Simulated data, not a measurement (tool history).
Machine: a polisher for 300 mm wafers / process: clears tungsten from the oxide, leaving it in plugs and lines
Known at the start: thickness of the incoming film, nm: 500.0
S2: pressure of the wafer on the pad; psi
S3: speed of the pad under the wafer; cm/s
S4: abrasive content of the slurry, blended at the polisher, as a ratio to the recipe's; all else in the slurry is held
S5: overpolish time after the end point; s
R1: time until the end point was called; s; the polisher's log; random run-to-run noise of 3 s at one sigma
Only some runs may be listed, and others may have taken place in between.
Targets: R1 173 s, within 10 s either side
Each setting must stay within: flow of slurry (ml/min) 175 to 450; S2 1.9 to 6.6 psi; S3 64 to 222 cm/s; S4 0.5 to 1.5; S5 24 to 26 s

{"run": 1, "hour": 0.0, "flow of slurry (ml/min)": 290, "S2": 4.2, "S3": 142, "S4": 1, "S5": 24, "R1": 80.194}
{"run": 2, "hour": 3.9, "flow of slurry (ml/min)": 290, "S2": 4.2, "S3": 142, "S4": 1, "S5": 26, "R1": 80.352}
{"run": 3, "hour": 10.9, "flow of slurry (ml/min)": 290, "S2": 4, "S3": 138, "S4": 1, "S5": 26, "R1": 88.136}
{"run": 4, "hour": 19.2, "flow of slurry (ml/min)": 315, "S2": 4, "S3": 138, "S4": 1, "S5": 26, "R1": 84.17}
{"run": 5, "hour": 26.1, "flow of slurry (ml/min)": 310, "S2": 3.8, "S3": 136, "S4": 1, "S5": 26, "R1": 92.276}
{"run": 6, "hour": 29.4, "flow of slurry (ml/min)": 310, "S2": 3.8, "S3": 136, "S4": 1, "S5": 24, "R1": 92.005}
{"run": 7, "hour": 33.3, "flow of slurry (ml/min)": 310, "S2": 3.6, "S3": 134, "S4": 1, "S5": 24, "R1": 96.072}
{"run": 8, "hour": 36.7, "flow of slurry (ml/min)": 310, "S2": 3.4, "S3": 132, "S4": 1, "S5": 24, "R1": 104.7}
{"run": 9, "hour": 41.0, "flow of slurry (ml/min)": 310, "S2": 3.2, "S3": 130, "S4": 1, "S5": 24, "R1": 112.05}
{"run": 10, "hour": 44.4, "flow of slurry (ml/min)": 310, "S2": 3.1, "S3": 128, "S4": 1, "S5": 24, "R1": 117.31}
{"run": 11, "hour": 45.6, "flow of slurry (ml/min)": 310, "S2": 3, "S3": 128, "S4": 1, "S5": 24, "R1": 120.89}
{"run": 12, "hour": 46.9, "flow of slurry (ml/min)": 310, "S2": 2.9, "S3": 128, "S4": 1, "S5": 24, "R1": 124.08}
{"run": 13, "hour": 54.2, "flow of slurry (ml/min)": 310, "S2": 2.8, "S3": 128, "S4": 1, "S5": 24, "R1": 131.21}
{"run": 14, "hour": 56.1, "flow of slurry (ml/min)": 305, "S2": 2.7, "S3": 128, "S4": 1, "S5": 24, "R1": 130.32}
{"run": 15, "hour": 63.7, "flow of slurry (ml/min)": 305, "S2": 1.9, "S3": 108, "S4": 1, "S5": 24, "R1": 220.75}
{"run": 16, "hour": 71.4, "flow of slurry (ml/min)": 310, "S2": 2, "S3": 108, "S4": 1, "S5": 24, "R1": 206.26}
{"run": 17, "hour": 74.2, "flow of slurry (ml/min)": 310, "S2": 2, "S3": 108, "S4": 1, "S5": 24, "R1": 206.6}
{"run": 18, "hour": 75.7, "flow of slurry (ml/min)": 310, "S2": 2.8, "S3": 112, "S4": 1, "S5": 24, "R1": 142.49}
{"run": 19, "hour": 77.0, "flow of slurry (ml/min)": 305, "S2": 2.8, "S3": 112, "S4": 1, "S5": 24, "R1": 147.71}
{"run": 20, "hour": 85.3, "flow of slurry (ml/min)": 300, "S2": 2.8, "S3": 112, "S4": 1, "S5": 24, "R1": 146.18}

Which one of the following 5 next-run settings gets every result inside its allowed miss? There is exactly one.
{"run": "A", "hour": 93.6, "flow of slurry (ml/min)": 225, "S2": 2.9, "S3": 82, "S4": 1.1, "S5": 25, "R1": "?"}
{"run": "B", "hour": 93.6, "flow of slurry (ml/min)": 240, "S2": 2.2, "S3": 112, "S4": 0.95, "S5": 26, "R1": "?"}
{"run": "C", "hour": 93.6, "flow of slurry (ml/min)": 225, "S2": 2.1, "S3": 116, "S4": 1.1, "S5": 26, "R1": "?"}
{"run": "D", "hour": 93.6, "flow of slurry (ml/min)": 245, "S2": 2.4, "S3": 100, "S4": 0.8, "S5": 26, "R1": "?"}
{"run": "E", "hour": 93.6, "flow of slurry (ml/min)": 295, "S2": 2.7, "S3": 94, "S4": 1.2, "S5": 25, "R1": "?"}

move=A R1=196.61
move=B R1=192.96
move=C R1=191.7
move=D R1=202.99
move=E R1=177
A: takes the biggest miss from the last run beyond its target
B: takes the biggest miss from the last run beyond its target
C: takes the biggest miss from the last run beyond its target
D: takes the biggest miss from the last run beyond its target
E: meets every target
Answer: E
